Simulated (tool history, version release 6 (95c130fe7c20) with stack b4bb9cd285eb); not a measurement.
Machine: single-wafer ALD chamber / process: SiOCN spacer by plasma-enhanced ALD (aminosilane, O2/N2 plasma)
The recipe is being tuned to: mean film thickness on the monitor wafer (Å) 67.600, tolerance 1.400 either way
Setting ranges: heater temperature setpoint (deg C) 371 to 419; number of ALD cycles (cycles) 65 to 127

| run | hour | heater temperature setpoint (deg C) | number of ALD cycles (cycles) | mean film thickness on the monitor wafer (Å) |
|---|---|---|---|---|
| 1 | 0.0 | 395 | 96 | 56.830 |
| 2 | 6.2 | 395 | 98 | 57.395 |
| 3 | 9.4 | 395 | 107 | 62.931 |
| 4 | 17.5 | 401 | 107 | 63.199 |
| 5 | 21.6 | 401 | 108 | 64.514 |
| 6 | 22.6 | 401 | 120 | 71.254 |
| 7 | 30.4 | 401 | 119 | 70.281 |
| 8 | 31.6 | 401 | 118 | 69.677 |

Next run, 5 choices. One meets every target within its allowed miss, the rest don't. Which?
| A | 32.8 | 405 | 126 | ? |
| B | 32.8 | 419 | 120 | ? |
| C | 32.8 | 395 | 120 | ? |
| D | 32.8 | 391 | 110 | ? |
| E | 32.8 | 393 | 109 | ? |

| move | mean film thickness on the monitor wafer (Å) |
|---|---|
| A | 74.018 |
| B | 67.858 |
| C | 71.306 |
| D | 65.364 |
| E | 64.770 |
A: misses by more than the last run did
B: every result within its allowed miss
C: misses by more than the last run did
D: takes the biggest miss from the last run beyond its target
E: takes the biggest miss from the last run beyond its target
Move B is the one to make.
